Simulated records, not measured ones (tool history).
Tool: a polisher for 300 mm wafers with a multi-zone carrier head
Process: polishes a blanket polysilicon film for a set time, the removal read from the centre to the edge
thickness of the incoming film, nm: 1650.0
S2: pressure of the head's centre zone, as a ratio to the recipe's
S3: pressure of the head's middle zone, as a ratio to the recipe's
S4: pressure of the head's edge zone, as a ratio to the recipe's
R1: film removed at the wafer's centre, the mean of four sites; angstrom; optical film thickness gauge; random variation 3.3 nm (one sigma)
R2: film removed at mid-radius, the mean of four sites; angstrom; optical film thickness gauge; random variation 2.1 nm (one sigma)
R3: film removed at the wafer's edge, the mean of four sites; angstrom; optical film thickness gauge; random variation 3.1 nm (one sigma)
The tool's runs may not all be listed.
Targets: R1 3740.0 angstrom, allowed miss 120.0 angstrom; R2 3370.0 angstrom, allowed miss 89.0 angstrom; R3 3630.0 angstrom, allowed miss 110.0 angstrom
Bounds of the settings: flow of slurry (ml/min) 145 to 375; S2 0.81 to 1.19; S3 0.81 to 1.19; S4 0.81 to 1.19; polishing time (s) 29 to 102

Run 1, hour 0.0: flow of slurry (ml/min) 240, S2 1.00, S3 1.00, S4 1.00, polishing time (s) 65. Result: R1 5783.0 angstrom, R2 5835.9 angstrom, R3 5882.9 angstrom.
Run 2, hour 5.8: flow of slurry (ml/min) 265, S2 1.00, S3 1.00, S4 1.00, polishing time (s) 65. Result: R1 5889.6 angstrom, R2 5886.5 angstrom, R3 6065.0 angstrom.
Run 3, hour 9.9: flow of slurry (ml/min) 250, S2 1.00, S3 0.97, S4 0.97, polishing time (s) 60. Result: R1 5401.9 angstrom, R2 5193.7 angstrom, R3 5360.1 angstrom.
Run 4, hour 14.7: flow of slurry (ml/min) 235, S2 0.98, S3 0.94, S4 0.94, polishing time (s) 57. Result: R1 4992.9 angstrom, R2 4799.3 angstrom, R3 5060.9 angstrom.
Run 5, hour 21.8: flow of slurry (ml/min) 200, S2 0.98, S3 0.94, S4 0.94, polishing time (s) 57. Result: R1 4842.7 angstrom, R2 4706.9 angstrom, R3 4915.0 angstrom.
Run 6, hour 24.4: flow of slurry (ml/min) 195, S2 0.98, S3 0.92, S4 0.92, polishing time (s) 54. Result: R1 4540.0 angstrom, R2 4329.8 angstrom, R3 4651.7 angstrom.
Run 7, hour 32.3: flow of slurry (ml/min) 190, S2 0.98, S3 0.91, S4 0.90, polishing time (s) 51. Result: R1 4278.0 angstrom, R2 4040.1 angstrom, R3 4346.8 angstrom.
Run 8, hour 36.0: flow of slurry (ml/min) 185, S2 0.98, S3 0.90, S4 0.88, polishing time (s) 50. Result: R1 4239.2 angstrom, R2 3852.8 angstrom, R3 4206.5 angstrom.

Which of these 5 next moves meets every target?
Run A, hour 39.7: flow of slurry (ml/min) 190, S2 0.99, S3 0.95, S4 0.85, polishing time (s) 44. Result: R1 ?, R2 ?, R3 ?.
Run B, hour 39.7: flow of slurry (ml/min) 210, S2 0.97, S3 0.85, S4 0.82, polishing time (s) 44. Result: R1 ?, R2 ?, R3 ?.
Run C, hour 39.7: flow of slurry (ml/min) 175, S2 0.90, S3 0.81, S4 0.91, polishing time (s) 45. Result: R1 ?, R2 ?, R3 ?.
Run D, hour 39.7: flow of slurry (ml/min) 200, S2 0.99, S3 0.81, S4 0.86, polishing time (s) 43. Result: R1 ?, R2 ?, R3 ?.
Run E, hour 39.7: flow of slurry (ml/min) 150, S2 1.08, S3 0.96, S4 0.82, polishing time (s) 46. Result: R1 ?, R2 ?, R3 ?.

move      R1      R2      R3
   A  3732.1  3596.4  3645.3
   B  3717.5  3331.4  3634.1
   C  3409.4  3180.2  3813.0
   D  3677.2  3106.3  3609.6
   E  4052.0  3626.5  3631.7
A: nearer than the last run, and not there yet
B: meets every target
C: takes the result that was furthest off past its target
D: takes the result that was furthest off past its target
E: nearer than the last run, and not there yet
Move B is the one to make.
